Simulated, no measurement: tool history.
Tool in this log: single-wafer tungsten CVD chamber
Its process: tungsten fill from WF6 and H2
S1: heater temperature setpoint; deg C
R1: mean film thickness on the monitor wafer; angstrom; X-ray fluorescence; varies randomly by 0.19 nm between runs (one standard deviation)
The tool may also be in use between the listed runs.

run 1 hour=0.0 | S1=385 chamber_pressure_(Pa)=4373 deposition_time_(s)=17.5 | R1=361.34
run 2 hour=2.6 | S1=387 chamber_pressure_(Pa)=4373 deposition_time_(s)=17.5 | R1=378.63
run 3 hour=11.5 | S1=387 chamber_pressure_(Pa)=4680 deposition_time_(s)=17.5 | R1=391.89
run 4 hour=18.0 | S1=387 chamber_pressure_(Pa)=4680 deposition_time_(s)=18.1 | R1=405.47
run 5 hour=26.9 | S1=389 chamber_pressure_(Pa)=4680 deposition_time_(s)=18.1 | R1=424.02
run 6 hour=31.7 | S1=385 chamber_pressure_(Pa)=4680 deposition_time_(s)=18.1 | R1=386.50

Run 7 has not been measured yet. What should we expect?
run 7 hour=37.8 | S1=387 chamber_pressure_(Pa)=4680 deposition_time_(s)=18.1 | R1=?

Run 7 yielded R1 405.24 angstrom.

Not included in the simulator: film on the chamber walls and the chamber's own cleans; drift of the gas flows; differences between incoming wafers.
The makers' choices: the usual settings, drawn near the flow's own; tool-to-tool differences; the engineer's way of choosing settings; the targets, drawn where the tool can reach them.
